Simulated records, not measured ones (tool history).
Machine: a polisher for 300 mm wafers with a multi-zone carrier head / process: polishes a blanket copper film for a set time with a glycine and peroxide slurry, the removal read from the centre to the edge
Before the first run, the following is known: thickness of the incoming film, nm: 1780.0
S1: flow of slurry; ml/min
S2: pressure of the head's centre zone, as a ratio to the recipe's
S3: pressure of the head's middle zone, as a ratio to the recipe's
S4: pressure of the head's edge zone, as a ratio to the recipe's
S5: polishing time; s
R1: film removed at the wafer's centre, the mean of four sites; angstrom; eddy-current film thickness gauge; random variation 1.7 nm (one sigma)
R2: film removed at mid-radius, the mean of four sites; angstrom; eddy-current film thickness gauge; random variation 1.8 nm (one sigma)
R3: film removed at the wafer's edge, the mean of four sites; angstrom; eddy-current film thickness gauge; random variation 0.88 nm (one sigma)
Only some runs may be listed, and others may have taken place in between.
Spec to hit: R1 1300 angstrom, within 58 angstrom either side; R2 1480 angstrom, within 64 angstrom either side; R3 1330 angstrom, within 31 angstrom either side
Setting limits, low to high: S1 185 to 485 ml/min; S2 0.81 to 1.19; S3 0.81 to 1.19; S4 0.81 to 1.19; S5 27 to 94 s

run,hour,S1,S2,S3,S4,S5,R1,R2,R3
1,0,310,1,1,1,60,1910,1846.2,1923.2
2,3.1,310,1,1,1,52,1669.2,1601.1,1649.8
3,8.7,310,0.99,1.01,0.98,51,1612.8,1581.5,1647.1
4,13.2,310,1.07,1.01,0.98,51,1732,1595,1616.5
5,17.6,310,1.07,1.01,0.98,57,1935.5,1785,1801.6
6,19.2,310,1.07,1.01,1.03,57,1982.8,1755.5,1838.5
7,26.4,310,1.07,1.01,1.03,57,1958.9,1772.3,1841.3
8,29.3,290,0.97,1.09,0.93,40,1255.5,1323.1,1241.5

Below are 4 possible settings for the next run. Only one of them brings all results inside the allowed miss of their targets. Which is it?
A,32.2,185,1.06,0.94,1,39,?,?,?
B,32.2,275,1,1,0.98,41,?,?,?
C,32.2,320,0.87,0.81,1.02,44,?,?,?
D,32.2,225,0.96,1.15,0.95,44,?,?,?

move,R1,R2,R3
A,1230.3,1092.5,1197.8
B,1288.3,1269.7,1292.6
C,1219.3,1165.7,1433.6
D,1295.4,1498,1341.1
A: moves away from the targets compared with the last run
B: moves away from the targets compared with the last run
C: moves the result that the last run missed by most past its target, out the other side
D: all results in spec
The move that meets every target is D.

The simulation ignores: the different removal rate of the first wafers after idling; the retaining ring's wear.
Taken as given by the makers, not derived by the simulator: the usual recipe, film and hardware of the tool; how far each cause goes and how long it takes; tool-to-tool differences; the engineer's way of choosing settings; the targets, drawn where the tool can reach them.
